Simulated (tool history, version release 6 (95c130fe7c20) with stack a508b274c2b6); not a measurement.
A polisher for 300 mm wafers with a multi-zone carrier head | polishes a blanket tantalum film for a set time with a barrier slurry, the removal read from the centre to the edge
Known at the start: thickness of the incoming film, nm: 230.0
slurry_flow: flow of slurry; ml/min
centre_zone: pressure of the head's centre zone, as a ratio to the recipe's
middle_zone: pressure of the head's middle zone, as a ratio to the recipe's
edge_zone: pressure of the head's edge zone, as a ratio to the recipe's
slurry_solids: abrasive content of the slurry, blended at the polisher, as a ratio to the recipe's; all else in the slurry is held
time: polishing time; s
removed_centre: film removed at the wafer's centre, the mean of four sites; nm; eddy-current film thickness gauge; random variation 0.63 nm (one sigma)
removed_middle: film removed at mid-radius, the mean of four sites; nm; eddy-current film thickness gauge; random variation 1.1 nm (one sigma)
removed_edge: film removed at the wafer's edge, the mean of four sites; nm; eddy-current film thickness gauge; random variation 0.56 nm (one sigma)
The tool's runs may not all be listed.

run,hour,slurry_flow,centre_zone,middle_zone,edge_zone,slurry_solids,time,removed_centre,removed_middle,removed_edge
1,0.0,240,1.00,1.00,1.00,1.00,43,56.783,55.540,58.873
2,4.9,250,1.01,1.01,1.03,1.10,44,60.365,59.010,62.498
3,12.7,250,1.01,1.01,1.03,1.10,50,68.934,66.845,72.240
4,16.4,250,1.01,1.01,1.03,1.10,41,56.113,54.491,58.215
5,21.4,255,1.02,1.02,1.05,1.20,43,61.169,60.771,63.363
6,28.3,255,1.02,1.02,1.05,1.20,32,45.544,44.625,47.041
7,33.7,260,1.03,1.02,1.07,1.25,36,51.768,50.564,54.138
8,40.7,320,1.13,1.10,1.17,1.50,48,80.931,75.869,80.277

Forecast run 9:
9,48.1,320,1.12,1.10,1.17,1.50,49,?,?,?

{"run 9": {"removed_centre": 81.626, "removed_middle": 77.96, "removed_edge": 82.887}}

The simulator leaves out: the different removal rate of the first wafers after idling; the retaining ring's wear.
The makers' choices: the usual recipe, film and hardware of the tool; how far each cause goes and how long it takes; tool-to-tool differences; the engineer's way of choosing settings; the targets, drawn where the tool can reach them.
